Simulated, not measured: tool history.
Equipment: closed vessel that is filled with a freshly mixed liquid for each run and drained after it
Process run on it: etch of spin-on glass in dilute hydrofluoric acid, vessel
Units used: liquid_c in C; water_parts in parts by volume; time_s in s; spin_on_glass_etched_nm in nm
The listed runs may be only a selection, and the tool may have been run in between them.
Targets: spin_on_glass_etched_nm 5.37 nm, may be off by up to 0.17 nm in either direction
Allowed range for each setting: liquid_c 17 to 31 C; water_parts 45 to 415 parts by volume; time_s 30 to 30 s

run	day	liquid_c	water_parts	time_s	spin_on_glass_etched_nm
1	0	23	230	30	3.9966
2	0.188	24.5	230	30	4.1981
3	0.417	22	230	30	3.8946
4	0.558	24	225	30	4.2819
5	0.821	24	225	30	4.2936
6	0.996	25.5	225	30	4.5227
7	1.133	26.5	225	30	4.5983
8	1.221	26.5	225	30	4.712
9	1.529	27	225	30	4.8101
10	1.621	27	225	30	4.7647

Pick the move, out of 5, that brings all results within their allowed miss; only one does.
A	1.712	26	210	30	?
B	1.712	27	215	30	?
C	1.712	23	190	30	?
D	1.712	27.5	220	30	?
E	1.712	24	185	30	?

move	spin_on_glass_etched_nm
A	5.0129
B	5.0456
C	5.0712
D	4.9901
E	5.4363
A: moves toward the targets from the last run without getting all of them in spec
B: moves toward the targets from the last run without getting all of them in spec
C: moves toward the targets from the last run without getting all of them in spec
D: moves toward the targets from the last run without getting all of them in spec
E: each result inside its tolerance
E meets every target.
